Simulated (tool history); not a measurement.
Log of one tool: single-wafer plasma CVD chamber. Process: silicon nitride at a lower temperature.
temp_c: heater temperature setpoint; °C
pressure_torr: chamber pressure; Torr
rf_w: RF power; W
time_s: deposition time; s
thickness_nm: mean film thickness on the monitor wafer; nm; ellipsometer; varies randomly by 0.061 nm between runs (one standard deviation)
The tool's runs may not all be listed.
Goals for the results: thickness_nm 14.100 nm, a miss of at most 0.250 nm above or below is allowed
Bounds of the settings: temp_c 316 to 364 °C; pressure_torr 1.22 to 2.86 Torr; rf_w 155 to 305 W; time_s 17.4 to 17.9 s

| run | hour | temp_c | pressure_torr | rf_w | time_s | thickness_nm |
|---|---|---|---|---|---|---|
| 1 | 0.0 | 340 | 2.04 | 230 | 17.4 | 18.171 |
| 2 | 3.9 | 340 | 1.90 | 220 | 17.4 | 17.281 |
| 3 | 5.8 | 329 | 1.90 | 220 | 17.4 | 17.395 |
| 4 | 8.8 | 329 | 1.90 | 200 | 17.4 | 16.066 |
| 5 | 11.5 | 329 | 1.90 | 200 | 17.4 | 16.173 |
| 6 | 14.0 | 329 | 1.90 | 230 | 17.4 | 18.025 |
| 7 | 21.3 | 329 | 1.78 | 220 | 17.4 | 17.328 |
| 8 | 26.2 | 329 | 1.78 | 220 | 17.4 | 17.107 |
| 9 | 31.4 | 329 | 1.68 | 210 | 17.4 | 16.296 |
| 10 | 37.0 | 329 | 1.60 | 205 | 17.4 | 15.953 |
| 11 | 45.5 | 329 | 1.24 | 170 | 17.4 | 13.016 |
| 12 | 51.6 | 329 | 1.33 | 170 | 17.4 | 13.252 |

Pick the move, out of 4, that brings all results within their allowed miss; only one does.
| A | 57.7 | 325 | 1.23 | 190 | 17.9 | ? |
| B | 57.7 | 334 | 1.50 | 180 | 17.4 | ? |
| C | 57.7 | 338 | 1.32 | 155 | 17.9 | ? |
| D | 57.7 | 327 | 1.24 | 165 | 17.7 | ? |

| move | thickness_nm |
|---|---|
| A | 14.618 |
| B | 14.098 |
| C | 12.521 |
| D | 12.917 |
A: pushes the last run's worst result past its target
B: each result inside its tolerance
C: moves away from the targets compared with the last run
D: moves away from the targets compared with the last run
So the answer is move B, the one that meets all the targets.

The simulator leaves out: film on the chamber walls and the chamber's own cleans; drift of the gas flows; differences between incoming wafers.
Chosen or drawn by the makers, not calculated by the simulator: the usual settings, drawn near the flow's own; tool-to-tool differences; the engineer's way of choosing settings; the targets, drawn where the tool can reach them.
